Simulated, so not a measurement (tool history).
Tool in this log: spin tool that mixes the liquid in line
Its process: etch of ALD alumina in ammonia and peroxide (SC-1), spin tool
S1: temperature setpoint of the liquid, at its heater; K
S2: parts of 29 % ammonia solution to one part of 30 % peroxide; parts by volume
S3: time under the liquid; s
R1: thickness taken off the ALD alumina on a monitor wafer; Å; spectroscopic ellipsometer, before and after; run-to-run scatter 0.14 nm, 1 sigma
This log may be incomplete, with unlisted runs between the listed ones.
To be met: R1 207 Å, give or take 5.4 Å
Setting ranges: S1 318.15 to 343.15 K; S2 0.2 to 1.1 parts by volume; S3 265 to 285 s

| run | hour | S1 | S2 | S3 | R1 |
|---|---|---|---|---|---|
| 1 | 0 | 334.15 | 0.6 | 265 | 271.33 |
| 2 | 5.7 | 334.15 | 0.6 | 265 | 270.51 |
| 3 | 10.6 | 331.65 | 0.6 | 265 | 236.55 |
| 4 | 15.4 | 331.15 | 0.6 | 265 | 233.53 |
| 5 | 22.8 | 331.15 | 0.8 | 265 | 236.94 |
| 6 | 27.7 | 331.15 | 0.65 | 265 | 234.38 |
| 7 | 29.1 | 330.65 | 0.65 | 265 | 225.98 |
| 8 | 32.7 | 330.15 | 0.65 | 265 | 219.2 |
| 9 | 40.5 | 329.65 | 0.65 | 265 | 213.78 |

4 candidate next runs follow, results not yet known. Just one meets every target within its allowed miss. Identify it.
| A | 48.3 | 329.65 | 0.75 | 265 | ? |
| B | 48.3 | 327.65 | 0.8 | 280 | ? |
| C | 48.3 | 330.15 | 0.6 | 270 | ? |
| D | 48.3 | 330.15 | 0.8 | 265 | ? |

| move | R1 |
|---|---|
| A | 217.17 |
| B | 207.41 |
| C | 222.47 |
| D | 224.39 |
A: lands further from the targets than the last run did
B: all results land within tolerance of their targets
C: lands further from the targets than the last run did
D: lands further from the targets than the last run did
So the answer is move B, the one that meets all the targets.

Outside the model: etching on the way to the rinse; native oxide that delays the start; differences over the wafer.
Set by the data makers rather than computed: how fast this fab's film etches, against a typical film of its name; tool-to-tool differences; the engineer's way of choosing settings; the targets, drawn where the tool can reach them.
